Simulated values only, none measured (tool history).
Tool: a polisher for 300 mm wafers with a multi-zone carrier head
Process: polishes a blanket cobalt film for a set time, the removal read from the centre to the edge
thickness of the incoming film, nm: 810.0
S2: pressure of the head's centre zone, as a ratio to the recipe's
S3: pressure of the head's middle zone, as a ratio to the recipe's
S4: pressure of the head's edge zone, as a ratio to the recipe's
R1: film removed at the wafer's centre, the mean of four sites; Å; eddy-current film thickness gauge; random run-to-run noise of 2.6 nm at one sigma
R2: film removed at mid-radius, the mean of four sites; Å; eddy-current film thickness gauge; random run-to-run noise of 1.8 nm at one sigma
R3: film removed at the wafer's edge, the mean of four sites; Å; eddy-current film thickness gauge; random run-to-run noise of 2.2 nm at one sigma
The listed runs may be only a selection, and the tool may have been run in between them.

{"run": 1, "hour": 0.0, "flow of slurry (ml/min)": 240, "S2": 1, "S3": 1, "S4": 1, "polishing time (s)": 56, "R1": 2541.4, "R2": 2392.9, "R3": 2464.9}
{"run": 2, "hour": 9.0, "flow of slurry (ml/min)": 245, "S2": 1.01, "S3": 0.99, "S4": 1.02, "polishing time (s)": 57, "R1": 2604.7, "R2": 2430.4, "R3": 2530.1}
{"run": 3, "hour": 15.1, "flow of slurry (ml/min)": 245, "S2": 1.01, "S3": 0.99, "S4": 1.02, "polishing time (s)": 44, "R1": 2003, "R2": 1873.6, "R3": 1964.4}
{"run": 4, "hour": 20.7, "flow of slurry (ml/min)": 245, "S2": 1.01, "S3": 0.99, "S4": 1.06, "polishing time (s)": 44, "R1": 2021.2, "R2": 1858.7, "R3": 1992}
{"run": 5, "hour": 25.7, "flow of slurry (ml/min)": 245, "S2": 1.02, "S3": 0.98, "S4": 1.08, "polishing time (s)": 47, "R1": 2177.6, "R2": 1976.9, "R3": 2145.9}
{"run": 6, "hour": 26.7, "flow of slurry (ml/min)": 245, "S2": 1.03, "S3": 0.97, "S4": 1.09, "polishing time (s)": 49, "R1": 2288.7, "R2": 2052.1, "R3": 2266}
{"run": 7, "hour": 29.5, "flow of slurry (ml/min)": 250, "S2": 1.04, "S3": 0.97, "S4": 1.1, "polishing time (s)": 51, "R1": 2406.3, "R2": 2148.9, "R3": 2333.7}

Run 8 comes next. What will it give?
{"run": 8, "hour": 33.1, "flow of slurry (ml/min)": 245, "S2": 1.05, "S3": 0.96, "S4": 1.11, "polishing time (s)": 53, "R1": "?", "R2": "?", "R3": "?"}

Run 8 measured R1 2528.3 Å, R2 2199.4 Å, R3 2441.5 Å.
